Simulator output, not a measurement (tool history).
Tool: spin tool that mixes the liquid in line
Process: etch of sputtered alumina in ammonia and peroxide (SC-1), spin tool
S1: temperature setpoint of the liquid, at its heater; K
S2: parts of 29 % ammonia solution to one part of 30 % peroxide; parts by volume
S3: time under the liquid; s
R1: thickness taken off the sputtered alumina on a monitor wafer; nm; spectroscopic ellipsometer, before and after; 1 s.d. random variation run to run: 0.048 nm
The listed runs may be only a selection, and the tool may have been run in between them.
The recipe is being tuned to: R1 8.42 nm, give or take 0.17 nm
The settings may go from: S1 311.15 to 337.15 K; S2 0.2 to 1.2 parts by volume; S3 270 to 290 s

| run | day | S1 | S2 | S3 | R1 |
|---|---|---|---|---|---|
| 1 | 0 | 321.15 | 0.7 | 270 | 12.029 |
| 2 | 0.083 | 321.15 | 0.85 | 270 | 12.248 |
| 3 | 0.238 | 321.15 | 1 | 270 | 12.513 |
| 4 | 0.279 | 319.65 | 1 | 270 | 11.497 |
| 5 | 0.504 | 319.65 | 1 | 290 | 12.354 |
| 6 | 0.662 | 319.65 | 1 | 270 | 11.415 |
| 7 | 0.842 | 313.15 | 1 | 270 | 7.9579 |
| 8 | 1.038 | 313.65 | 1 | 270 | 8.0602 |

Next run, 5 choices. One meets every target within its allowed miss, the rest don't. Which?
| A | 1.233 | 312.15 | 1 | 280 | ? |
| B | 1.233 | 314.15 | 1.15 | 270 | ? |
| C | 1.233 | 315.15 | 1 | 275 | ? |
| D | 1.233 | 313.65 | 1.1 | 290 | ? |
| E | 1.233 | 315.65 | 0.75 | 270 | ? |

| move | R1 |
|---|---|
| A | 7.6914 |
| B | 8.4578 |
| C | 9.0106 |
| D | 8.7842 |
| E | 8.8603 |
A: lands further from the targets than the last run did
B: meets every target
C: moves the result that the last run missed by most past its target, out the other side
D: moves the result that the last run missed by most past its target, out the other side
E: moves the result that the last run missed by most past its target, out the other side
Correct choice: B, which meets every target
